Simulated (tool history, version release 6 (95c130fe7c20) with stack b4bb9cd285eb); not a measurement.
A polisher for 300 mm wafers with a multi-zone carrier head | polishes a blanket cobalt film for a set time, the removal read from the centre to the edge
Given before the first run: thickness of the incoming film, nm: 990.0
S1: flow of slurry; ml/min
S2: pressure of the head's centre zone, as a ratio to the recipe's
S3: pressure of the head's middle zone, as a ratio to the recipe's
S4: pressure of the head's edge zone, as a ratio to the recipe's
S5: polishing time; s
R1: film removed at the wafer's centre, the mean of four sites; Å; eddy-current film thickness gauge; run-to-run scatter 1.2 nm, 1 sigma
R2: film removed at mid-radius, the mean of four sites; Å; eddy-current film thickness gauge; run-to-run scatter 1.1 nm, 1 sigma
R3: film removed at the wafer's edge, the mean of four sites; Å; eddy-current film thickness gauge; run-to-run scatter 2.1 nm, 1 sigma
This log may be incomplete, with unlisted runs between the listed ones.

run,hour,S1,S2,S3,S4,S5,R1,R2,R3
1,0.0,240,1.00,1.00,1.00,70,2288.5,2249.5,2250.3
2,4.4,235,0.98,0.99,0.97,67,2139.4,2114.3,2160.0
3,9.6,235,1.04,0.99,0.97,67,2305.6,2144.8,2141.3
4,17.8,235,1.02,0.99,0.95,64,2123.8,2020.3,1969.6
5,20.2,235,1.02,0.95,0.95,64,2099.2,1961.7,2033.1
6,29.1,235,1.00,0.95,0.93,62,2030.6,1877.2,1980.7
7,34.5,230,0.98,0.96,0.92,60,1919.5,1809.7,1876.9
8,43.4,225,0.96,0.97,0.90,59,1805.9,1806.0,1808.5
9,44.7,220,0.95,0.97,0.89,59,1795.3,1810.7,1836.8
10,48.8,250,0.90,0.98,0.85,49,1438.3,1539.5,1469.5

The next listed run, before its measurement:
11,52.4,240,0.96,1.03,0.95,49,?,?,?

R1: 1531.6 Å
R2: 1590.8 Å
R3: 1555.9 Å
